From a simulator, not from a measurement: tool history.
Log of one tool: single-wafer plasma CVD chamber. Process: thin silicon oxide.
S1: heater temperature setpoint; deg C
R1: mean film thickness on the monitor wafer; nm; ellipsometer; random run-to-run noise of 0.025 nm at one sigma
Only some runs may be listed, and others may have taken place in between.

run 1 hour=0 | S1=410 chamber_pressure_(Pa)=110.8 RF_power_(kW)=0.355 deposition_time_(s)=2.88 | R1=6.242
run 2 hour=2.5 | S1=410 chamber_pressure_(Pa)=112.3 RF_power_(kW)=0.355 deposition_time_(s)=2.88 | R1=6.2845
run 3 hour=8.9 | S1=410 chamber_pressure_(Pa)=113.6 RF_power_(kW)=0.355 deposition_time_(s)=2.88 | R1=6.3396
run 4 hour=9.8 | S1=410 chamber_pressure_(Pa)=114.8 RF_power_(kW)=0.355 deposition_time_(s)=2.88 | R1=6.4058
run 5 hour=13 | S1=410 chamber_pressure_(Pa)=115.7 RF_power_(kW)=0.355 deposition_time_(s)=2.88 | R1=6.5009
run 6 hour=13.7 | S1=410 chamber_pressure_(Pa)=132.4 RF_power_(kW)=0.355 deposition_time_(s)=2.88 | R1=7.2824
run 7 hour=21.9 | S1=410 chamber_pressure_(Pa)=132.4 RF_power_(kW)=0.355 deposition_time_(s)=2.88 | R1=7.2968
run 8 hour=27.1 | S1=410 chamber_pressure_(Pa)=129.7 RF_power_(kW)=0.355 deposition_time_(s)=2.88 | R1=7.1821

What does the tool deliver on the next run?
run 9 hour=32.3 | S1=410 chamber_pressure_(Pa)=127.5 RF_power_(kW)=0.355 deposition_time_(s)=2.88 | R1=?

{"run 9": {"R1": 7.0236}}
